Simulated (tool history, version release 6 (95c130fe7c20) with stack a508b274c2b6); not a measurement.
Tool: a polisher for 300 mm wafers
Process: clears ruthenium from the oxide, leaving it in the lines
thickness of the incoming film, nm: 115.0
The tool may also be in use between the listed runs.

| run | hour | flow of slurry (ml/min) | pressure of the wafer on the pad (psi) | speed of the pad under the wafer (cm/s) | overpolish time after the end point (s) | time until the end point was called (s) |
|---|---|---|---|---|---|---|
| 1 | 0 | 235 | 1.8 | 88 | 5 | 107.95 |
| 2 | 1.3 | 235 | 1.8 | 88 | 4 | 106.3 |
| 3 | 7.1 | 235 | 1.5 | 82 | 4 | 138.18 |
| 4 | 12.8 | 235 | 1.3 | 78 | 4 | 161.68 |
| 5 | 17.4 | 235 | 1.2 | 74 | 4 | 187.59 |
| 6 | 20.2 | 235 | 1.2 | 94 | 4 | 145.17 |

The next listed run, before its measurement:
| 7 | 28.9 | 235 | 1.1 | 88 | 4 | ? |

time until the end point was called (s): 171.56
